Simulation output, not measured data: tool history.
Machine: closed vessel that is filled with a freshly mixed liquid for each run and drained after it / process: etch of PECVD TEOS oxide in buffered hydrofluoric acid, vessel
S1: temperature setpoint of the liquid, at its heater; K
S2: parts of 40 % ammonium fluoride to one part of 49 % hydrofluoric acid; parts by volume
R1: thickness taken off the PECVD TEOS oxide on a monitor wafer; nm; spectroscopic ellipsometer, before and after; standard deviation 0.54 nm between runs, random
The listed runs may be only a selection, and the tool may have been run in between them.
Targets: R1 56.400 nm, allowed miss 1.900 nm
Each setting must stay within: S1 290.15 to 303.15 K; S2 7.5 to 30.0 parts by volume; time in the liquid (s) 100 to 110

run 1 hour=0.0 | S1=295.15 S2=20.5 time_in_the_liquid_(s)=100 | R1=80.519
run 2 hour=8.2 | S1=295.15 S2=15.0 time_in_the_liquid_(s)=100 | R1=106.870
run 3 hour=16.3 | S1=294.15 S2=17.0 time_in_the_liquid_(s)=100 | R1=89.312
run 4 hour=22.3 | S1=294.15 S2=17.0 time_in_the_liquid_(s)=100 | R1=89.095
run 5 hour=26.4 | S1=293.15 S2=18.0 time_in_the_liquid_(s)=100 | R1=80.418
run 6 hour=33.0 | S1=292.65 S2=19.0 time_in_the_liquid_(s)=100 | R1=74.105
run 7 hour=37.1 | S1=292.15 S2=19.5 time_in_the_liquid_(s)=100 | R1=70.772
run 8 hour=38.8 | S1=292.15 S2=19.5 time_in_the_liquid_(s)=100 | R1=69.285
run 9 hour=42.1 | S1=291.65 S2=20.0 time_in_the_liquid_(s)=100 | R1=66.593
run 10 hour=49.0 | S1=291.15 S2=20.5 time_in_the_liquid_(s)=100 | R1=63.746
run 11 hour=55.2 | S1=291.15 S2=21.0 time_in_the_liquid_(s)=100 | R1=62.824
run 12 hour=63.6 | S1=291.15 S2=21.5 time_in_the_liquid_(s)=100 | R1=60.386

Which single option among these 5 for the next run brings every result within its allowed miss of target? Just one does.
run A hour=72.0 | S1=290.65 S2=25.0 time_in_the_liquid_(s)=110 | R1=?
run B hour=72.0 | S1=290.15 S2=22.0 time_in_the_liquid_(s)=100 | R1=?
run C hour=72.0 | S1=290.65 S2=21.0 time_in_the_liquid_(s)=100 | R1=?
run D hour=72.0 | S1=291.65 S2=21.5 time_in_the_liquid_(s)=100 | R1=?
run E hour=72.0 | S1=290.15 S2=21.5 time_in_the_liquid_(s)=105 | R1=?

move=A R1=59.148
move=B R1=57.088
move=C R1=60.664
move=D R1=63.181
move=E R1=60.903
A: closer than the last run, but not yet in spec
B: each result inside its tolerance
C: moves away from the targets compared with the last run
D: moves away from the targets compared with the last run
E: moves away from the targets compared with the last run
The move that meets every target is B.

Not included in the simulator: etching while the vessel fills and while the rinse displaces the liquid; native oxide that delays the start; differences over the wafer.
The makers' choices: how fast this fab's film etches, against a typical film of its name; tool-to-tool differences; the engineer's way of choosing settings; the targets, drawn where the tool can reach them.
